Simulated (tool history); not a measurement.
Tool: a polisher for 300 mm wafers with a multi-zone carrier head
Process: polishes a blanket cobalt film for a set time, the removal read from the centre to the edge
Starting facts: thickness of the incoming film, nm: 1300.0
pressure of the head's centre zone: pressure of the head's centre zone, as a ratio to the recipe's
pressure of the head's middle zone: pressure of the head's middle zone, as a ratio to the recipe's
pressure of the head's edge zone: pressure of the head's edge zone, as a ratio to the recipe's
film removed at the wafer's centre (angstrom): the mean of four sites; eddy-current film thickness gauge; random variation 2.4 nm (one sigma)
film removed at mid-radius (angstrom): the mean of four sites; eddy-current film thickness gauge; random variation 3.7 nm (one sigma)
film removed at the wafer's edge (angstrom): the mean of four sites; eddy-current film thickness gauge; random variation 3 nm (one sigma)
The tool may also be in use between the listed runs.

run	hour	flow of slurry (ml/min)	pressure of the head's centre zone	pressure of the head's middle zone	pressure of the head's edge zone	polishing time (s)	film removed at the wafer's centre (angstrom)	film removed at mid-radius (angstrom)	film removed at the wafer's edge (angstrom)
1	0	235	1	1	1	81	4284.1	4500.3	4401.1
2	0.9	235	1	1	1	101	5243	5498.9	5473.2
3	8.5	235	1	1.08	1	101	5199.2	5913.9	5469.4
4	9.2	235	0.99	1.05	0.97	94	4868.8	5380.4	5011.3
5	13.4	230	0.98	1.03	0.94	88	4459.4	4907	4568.3
6	19.7	185	0.98	1.03	0.94	88	4326.3	4750.3	4510.5
7	22.7	190	0.98	1.02	0.92	85	4198	4555.2	4386.4
8	31.6	200	0.98	1.02	0.9	82	4071.1	4459.2	4126.3
9	33	200	0.98	1.01	0.88	81	4048.9	4363.4	4025.1

Run 10 has not been measured yet. What should we expect?
10	35.6	200	0.98	1.01	0.88	81	?	?	?

Run 10 yielded film removed at the wafer's centre (angstrom) 3999.1, film removed at mid-radius (angstrom) 4372.1, film removed at the wafer's edge (angstrom) 4079.6.
